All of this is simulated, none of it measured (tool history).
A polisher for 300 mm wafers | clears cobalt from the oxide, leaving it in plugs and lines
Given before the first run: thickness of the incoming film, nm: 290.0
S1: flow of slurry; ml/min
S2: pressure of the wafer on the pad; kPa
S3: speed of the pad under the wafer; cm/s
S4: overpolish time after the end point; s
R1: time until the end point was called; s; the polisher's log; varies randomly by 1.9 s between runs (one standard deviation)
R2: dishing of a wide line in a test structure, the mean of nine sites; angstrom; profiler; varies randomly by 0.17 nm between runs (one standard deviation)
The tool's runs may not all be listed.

| run | hour | S1 | S2 | S3 | S4 | R1 | R2 |
|---|---|---|---|---|---|---|---|
| 1 | 0.0 | 230 | 9.7 | 116 | 23 | 87.12 | 450.98 |
| 2 | 0.8 | 210 | 8.3 | 106 | 18 | 110.81 | 348.60 |
| 3 | 3.3 | 190 | 6.9 | 106 | 15 | 129.50 | 278.97 |
| 4 | 8.9 | 190 | 6.9 | 130 | 15 | 109.94 | 305.71 |
| 5 | 10.8 | 190 | 4.1 | 130 | 15 | 160.91 | 231.16 |
| 6 | 13.0 | 190 | 4.1 | 130 | 20 | 167.69 | 287.01 |
| 7 | 17.6 | 240 | 4.1 | 126 | 16 | 169.16 | 240.43 |
| 8 | 24.5 | 275 | 4.1 | 128 | 13 | 166.99 | 210.43 |

The next listed run, before its measurement:
| 9 | 32.6 | 275 | 4.1 | 128 | 13 | ? | ? |

{"run 9": {"R1": 164.01, "R2": 209.8}}
